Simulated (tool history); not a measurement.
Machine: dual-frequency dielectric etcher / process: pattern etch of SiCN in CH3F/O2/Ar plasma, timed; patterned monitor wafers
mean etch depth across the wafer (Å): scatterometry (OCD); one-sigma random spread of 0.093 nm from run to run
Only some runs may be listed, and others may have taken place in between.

| run | hour | source power (W) | bias power (W) | etch time (s) | mean etch depth across the wafer (Å) |
|---|---|---|---|---|---|
| 1 | 0.0 | 550 | 76 | 50.5 | 217.87 |
| 2 | 4.8 | 550 | 76 | 50.5 | 217.14 |
| 3 | 8.5 | 550 | 76 | 50.5 | 217.02 |
| 4 | 16.8 | 550 | 65 | 50.5 | 201.55 |
| 5 | 20.0 | 550 | 72 | 50.5 | 211.38 |
| 6 | 25.3 | 550 | 83 | 50.5 | 223.68 |
| 7 | 26.7 | 530 | 79 | 50.0 | 215.58 |
| 8 | 27.2 | 510 | 76 | 49.5 | 206.91 |
| 9 | 32.8 | 490 | 74 | 49.5 | 199.54 |

Run 10 is up next; what results do you expect?
| 10 | 36.2 | 470 | 73 | 49.5 | ? |

mean etch depth across the wafer (Å): 194.15

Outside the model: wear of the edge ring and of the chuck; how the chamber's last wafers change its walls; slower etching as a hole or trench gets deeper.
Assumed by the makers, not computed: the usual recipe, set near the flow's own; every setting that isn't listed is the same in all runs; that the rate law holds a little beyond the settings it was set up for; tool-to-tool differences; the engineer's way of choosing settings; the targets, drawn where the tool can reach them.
